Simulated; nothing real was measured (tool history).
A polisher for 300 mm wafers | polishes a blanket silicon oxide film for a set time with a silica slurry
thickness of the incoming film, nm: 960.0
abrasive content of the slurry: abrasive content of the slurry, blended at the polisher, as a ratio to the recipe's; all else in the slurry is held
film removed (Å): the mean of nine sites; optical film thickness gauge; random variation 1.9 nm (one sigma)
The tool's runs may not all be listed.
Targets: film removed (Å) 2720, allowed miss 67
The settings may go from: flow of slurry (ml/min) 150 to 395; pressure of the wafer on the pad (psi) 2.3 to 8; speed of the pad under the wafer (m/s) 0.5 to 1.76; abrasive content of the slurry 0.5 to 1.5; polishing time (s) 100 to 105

run,hour,flow of slurry (ml/min),pressure of the wafer on the pad (psi),speed of the pad under the wafer (m/s),abrasive content of the slurry,polishing time (s),film removed (Å)
1,0,250,5.1,1.12,1,100,3957.5
2,3,245,4.5,1.12,1,100,3531.2
3,9.1,240,4.1,1.12,1,100,3313.8
4,14.2,240,3.8,1.12,1,100,3066.2
5,15.3,240,3.8,1.12,1.1,100,3297.3
6,16.5,240,4.6,1.12,1.1,100,3843.7
7,19.9,240,4,1.12,1.1,100,3438.6
8,23.4,240,3.6,1.12,1.1,100,3181.8
9,32.5,240,3.3,1.12,1.1,100,2966.4
10,36.3,240,3.2,1.12,1.1,100,2937
11,44.4,240,3.1,1.12,1.1,100,2819.4

5 next moves are on the table. One of them brings every result within its allowed miss. Which?
A,52.5,270,2.5,1.2,1.25,100,?
B,52.5,250,2.9,1.14,1.3,100,?
C,52.5,245,2.8,1.12,1.3,100,?
D,52.5,250,3.6,0.98,1.1,100,?
E,52.5,225,2.5,1.1,1.25,100,?

move,film removed (Å)
A,2712.1
B,2967.3
C,2861.9
D,2965.4
E,2546.9
A: meets every target
B: further off than the last run
C: further off than the last run
D: further off than the last run
E: takes the result that was furthest off past its target
Answer: A
